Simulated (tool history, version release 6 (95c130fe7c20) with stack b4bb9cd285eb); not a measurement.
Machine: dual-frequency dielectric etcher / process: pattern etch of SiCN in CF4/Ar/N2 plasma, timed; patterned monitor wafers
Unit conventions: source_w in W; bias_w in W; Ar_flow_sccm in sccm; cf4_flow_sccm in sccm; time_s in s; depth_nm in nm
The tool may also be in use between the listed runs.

run,hour,source_w,bias_w,Ar_flow_sccm,cf4_flow_sccm,time_s,depth_nm
1,0,320,54,89,63,60,37.381
2,2.9,320,54,89,53,60,36.939
3,7.2,320,64,89,53,60,38.405
4,9.1,300,64,89,53,60,35.972
5,16.3,280,64,89,53,60,33.499
# hour 16.9: source power generator calibrated
6,16.9,270,64,89,53,60,31.081
7,19.6,260,64,89,53,60,29.959

Estimate the outcome of run 8 from the log above:
8,22.7,230,64,89,53,60,?

depth_nm: 26.282 nm
